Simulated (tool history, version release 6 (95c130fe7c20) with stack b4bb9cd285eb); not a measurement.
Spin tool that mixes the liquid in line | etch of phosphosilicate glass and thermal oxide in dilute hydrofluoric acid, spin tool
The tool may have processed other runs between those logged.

run  hour  temperature setpoint of the liquid (K)  parts of water to one part of 49 % hydrofluoric acid (parts by volume)  time under the liquid (s)  thickness taken off the phosphosilicate glass on a monitor wafer (Å)  thickness taken off the thermal oxide on a monitor wafer (Å)
  1   0.0                                  298.15                                                                     265                         30                                                                87.799                                                        4.5927
  2   7.4                                  300.65                                                                     265                         30                                                                96.597                                                        5.7914
  3  13.9                                  300.65                                                                     265                         40                                                               128.270                                                        8.2157
  4  16.2                                  300.65                                                                     265                         30                                                                96.350                                                        4.8545
  5  18.7                                  300.65                                                                     265                         40                                                               127.000                                                        7.6444
  6  25.7                                  304.15                                                                     265                         40                                                               145.160                                                        9.2663
  7  30.4                                  302.15                                                                     270                         40                                                               130.850                                                        7.8095
  8  35.0                                  300.15                                                                     275                         40                                                               120.660                                                        6.9860

Predict the results of run 9:
  9  39.8                                  296.15                                                                     310                         40                                                                     ?                                                             ?

{"run 9": {"thickness taken off the phosphosilicate glass on a monitor wafer (Å)": 90.424, "thickness taken off the thermal oxide on a monitor wafer (Å)": 5.1691}}
